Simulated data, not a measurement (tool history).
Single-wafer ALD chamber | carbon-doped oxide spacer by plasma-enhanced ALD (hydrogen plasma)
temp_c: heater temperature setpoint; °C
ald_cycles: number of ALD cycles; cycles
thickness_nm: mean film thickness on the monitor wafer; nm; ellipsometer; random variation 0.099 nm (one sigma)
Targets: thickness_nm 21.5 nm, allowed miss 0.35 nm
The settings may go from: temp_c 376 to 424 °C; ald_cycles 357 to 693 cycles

run,hour,temp_c,ald_cycles,thickness_nm
1,0,400,525,28.063
2,3.1,400,566,30.174
3,9.2,400,593,31.69
4,15.3,392,593,31.291
5,19.6,392,667,35.328
6,21.7,382,667,35.953
7,27.3,382,667,35.798
8,33.6,382,619,33.013
9,41.5,382,579,31.037
10,49.3,383,545,29.058
11,52.3,383,518,27.616
12,60.3,383,496,26.21
13,62.9,383,480,25.789
14,69.8,390,396,21.249

5 next moves are on the table. One of them brings every result within its allowed miss. Which?
A,76.7,393,387,?
B,76.7,376,390,?
C,76.7,391,391,?
D,76.7,404,406,?
E,76.7,390,388,?

move,thickness_nm
A,20.664
B,20.824
C,20.878
D,21.45
E,20.717
A: further off than the last run
B: further off than the last run
C: further off than the last run
D: meets every target
E: further off than the last run
Answer: D
